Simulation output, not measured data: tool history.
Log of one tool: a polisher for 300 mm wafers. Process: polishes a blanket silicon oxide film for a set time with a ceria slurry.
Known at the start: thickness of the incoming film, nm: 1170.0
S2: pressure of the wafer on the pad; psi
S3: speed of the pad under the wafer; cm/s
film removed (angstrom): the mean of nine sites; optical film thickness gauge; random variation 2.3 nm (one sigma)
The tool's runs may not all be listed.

Run 1, hour 0: flow of slurry (ml/min) 225, S2 4.2 psi, S3 90 cm/s, polishing time (s) 66. Result: film removed (angstrom) 3388.
Run 2, hour 4.5: flow of slurry (ml/min) 235, S2 4.3 psi, S3 90 cm/s, polishing time (s) 66. Result: film removed (angstrom) 3545.9.
Run 3, hour 10.6: flow of slurry (ml/min) 250, S2 4.3 psi, S3 90 cm/s, polishing time (s) 66. Result: film removed (angstrom) 3492.7.
Run 4, hour 19: flow of slurry (ml/min) 250, S2 4.4 psi, S3 90 cm/s, polishing time (s) 66. Result: film removed (angstrom) 3622.3.
Run 5, hour 25.1: flow of slurry (ml/min) 205, S2 4.4 psi, S3 90 cm/s, polishing time (s) 66. Result: film removed (angstrom) 3533.4.
Run 6, hour 28.2: flow of slurry (ml/min) 205, S2 4.4 psi, S3 114 cm/s, polishing time (s) 66. Result: film removed (angstrom) 4261.9.
Run 7, hour 35.5: flow of slurry (ml/min) 195, S2 4.3 psi, S3 114 cm/s, polishing time (s) 66. Result: film removed (angstrom) 4171.2.
Run 8, hour 38.5: flow of slurry (ml/min) 190, S2 4.2 psi, S3 114 cm/s, polishing time (s) 66. Result: film removed (angstrom) 4047.9.

Run 9 comes next. What will it give?
Run 9, hour 47.1: flow of slurry (ml/min) 185, S2 4.2 psi, S3 114 cm/s, polishing time (s) 66. Result: film removed (angstrom) ?.

{"run 9": {"film removed (angstrom)": 4022.6}}
